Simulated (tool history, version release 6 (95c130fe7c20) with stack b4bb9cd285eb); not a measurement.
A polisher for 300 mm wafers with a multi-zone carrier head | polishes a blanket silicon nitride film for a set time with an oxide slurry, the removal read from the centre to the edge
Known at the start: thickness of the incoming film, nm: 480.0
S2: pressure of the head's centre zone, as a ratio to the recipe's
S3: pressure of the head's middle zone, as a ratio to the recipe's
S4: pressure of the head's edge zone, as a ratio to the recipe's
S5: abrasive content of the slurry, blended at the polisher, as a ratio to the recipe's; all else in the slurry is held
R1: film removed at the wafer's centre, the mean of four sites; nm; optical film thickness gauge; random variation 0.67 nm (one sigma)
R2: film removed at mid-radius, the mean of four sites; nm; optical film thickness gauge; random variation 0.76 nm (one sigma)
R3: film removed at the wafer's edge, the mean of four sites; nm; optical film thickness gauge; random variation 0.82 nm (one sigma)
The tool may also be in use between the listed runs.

run 1 hour=0 | flow_of_slurry_(ml/min)=260 S2=1 S3=1 S4=1 S5=1 polishing_time_(s)=56 | R1=48.828 R2=47.85 R3=49.81
run 2 hour=4.5 | flow_of_slurry_(ml/min)=260 S2=1 S3=1 S4=1 S5=1 polishing_time_(s)=62 | R1=54.085 R2=53.65 R3=55.129
run 3 hour=6.6 | flow_of_slurry_(ml/min)=260 S2=1 S3=0.96 S4=1 S5=1 polishing_time_(s)=62 | R1=52.071 R2=51.694 R3=55.348
run 4 hour=9.9 | flow_of_slurry_(ml/min)=200 S2=1 S3=0.96 S4=1 S5=1 polishing_time_(s)=62 | R1=52.329 R2=49.998 R3=54.057
-- hour=13.3 edge zone pressure recalibrated
run 5 hour=13.3 | flow_of_slurry_(ml/min)=200 S2=1 S3=0.96 S4=1 S5=1 polishing_time_(s)=73 | R1=61.218 R2=58.704 R3=61.414
run 6 hour=20.6 | flow_of_slurry_(ml/min)=230 S2=0.96 S3=0.99 S4=1.03 S5=1 polishing_time_(s)=73 | R1=60.603 R2=61.523 R3=63.224
run 7 hour=24.8 | flow_of_slurry_(ml/min)=255 S2=0.92 S3=1.01 S4=1.06 S5=1.05 polishing_time_(s)=73 | R1=58.119 R2=63.881 R3=67.443

The next listed run, before its measurement:
run 8 hour=26.8 | flow_of_slurry_(ml/min)=265 S2=0.91 S3=1.03 S4=1.06 S5=1.05 polishing_time_(s)=73 | R1=? R2=? R3=?

Run 8 gave R1 57.402 nm, R2 66.034 nm, R3 65.66 nm.
